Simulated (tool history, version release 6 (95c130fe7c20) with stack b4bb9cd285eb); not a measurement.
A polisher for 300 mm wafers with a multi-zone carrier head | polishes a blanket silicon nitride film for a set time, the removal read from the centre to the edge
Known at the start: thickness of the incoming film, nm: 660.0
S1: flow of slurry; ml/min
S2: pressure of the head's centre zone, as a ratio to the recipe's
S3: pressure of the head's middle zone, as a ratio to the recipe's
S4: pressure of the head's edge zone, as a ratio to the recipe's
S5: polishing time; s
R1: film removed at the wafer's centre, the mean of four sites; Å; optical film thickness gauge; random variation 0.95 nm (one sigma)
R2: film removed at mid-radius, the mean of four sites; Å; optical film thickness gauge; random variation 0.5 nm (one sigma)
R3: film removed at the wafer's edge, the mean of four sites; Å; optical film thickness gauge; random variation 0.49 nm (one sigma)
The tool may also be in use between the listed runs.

| run | hour | S1 | S2 | S3 | S4 | S5 | R1 | R2 | R3 |
|---|---|---|---|---|---|---|---|---|---|
| 1 | 0 | 175 | 1 | 1 | 1 | 33 | 533.09 | 511.34 | 511.91 |
| 2 | 1.6 | 175 | 1 | 1 | 0.94 | 33 | 516.04 | 513.62 | 489.94 |
| 3 | 3.5 | 175 | 0.93 | 1 | 0.94 | 33 | 497.3 | 510.5 | 500.41 |
| 4 | 9 | 190 | 0.96 | 1.02 | 0.99 | 34 | 524.72 | 542.89 | 526.84 |
| 5 | 13.2 | 190 | 0.96 | 1.05 | 0.99 | 34 | 522.36 | 558.79 | 537.11 |
| 6 | 14.3 | 190 | 0.96 | 1.12 | 0.99 | 34 | 517.25 | 590.21 | 532.69 |
| 7 | 21.3 | 200 | 0.99 | 1.11 | 1.03 | 35 | 559.28 | 613.04 | 555.79 |
| 8 | 22.3 | 205 | 1 | 1.09 | 1.06 | 36 | 611.38 | 623.31 | 586.25 |
| 9 | 26.2 | 210 | 1 | 1.09 | 1.09 | 37 | 616.7 | 638.72 | 606.27 |
| 10 | 26.8 | 215 | 1.01 | 1.08 | 1.11 | 38 | 630.42 | 651.48 | 636.07 |

The next listed run, before its measurement:
| 11 | 28.4 | 220 | 1.03 | 1.08 | 1.13 | 38 | ? | ? | ? |

Run 11 gave R1 662.68 Å, R2 658.42 Å, R3 640 Å.
